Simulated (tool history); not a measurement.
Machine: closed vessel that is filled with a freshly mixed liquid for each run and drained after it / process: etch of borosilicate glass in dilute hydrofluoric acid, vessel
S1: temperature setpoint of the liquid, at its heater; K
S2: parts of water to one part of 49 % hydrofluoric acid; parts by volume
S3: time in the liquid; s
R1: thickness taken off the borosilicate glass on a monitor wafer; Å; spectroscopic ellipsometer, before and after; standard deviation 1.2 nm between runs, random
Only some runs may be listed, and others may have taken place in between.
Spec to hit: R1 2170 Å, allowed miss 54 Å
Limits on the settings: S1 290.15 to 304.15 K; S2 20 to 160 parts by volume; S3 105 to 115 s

run  hour      S1   S2   S3      R1
  1     0  296.15   90  105  657.33
  2   9.1  296.15   90  115  717.67
  3  17.7  293.15   90  115   633.4
  4  21.3  296.15   75  115  875.76
  5  26.1  296.15   75  105   802.7
  6  34.1  296.15  105  105   552.5
  7  39.8  298.15   80  105  798.66
  8  48.2  299.65   65  105  1072.1
  9  54.4  300.65   55  105    1348
 10  59.6  301.65   50  105  1552.5
 11  68.5  302.15   45  105    1782
 12  70.7  304.15   35  105  2519.7
 13  74.6  303.65   35  105  2470.1
 14  79.4  303.15   35  105  2407.5

4 candidate next runs follow, results not yet known. Just one meets every target within its allowed miss. Identify it.
  A  84.2  302.65  40  110   ?
  B  84.2  303.15  40  115   ?
  C  84.2  301.65  40  110   ?
  D  84.2  304.15  40  110   ?

move      R1
   A  2154.4
   B  2297.5
   C  2070.1
   D  2286.1
A: in spec on every target
B: closer than the last run, but not yet in spec
C: pushes the last run's worst result past its target
D: closer than the last run, but not yet in spec
Answer: A
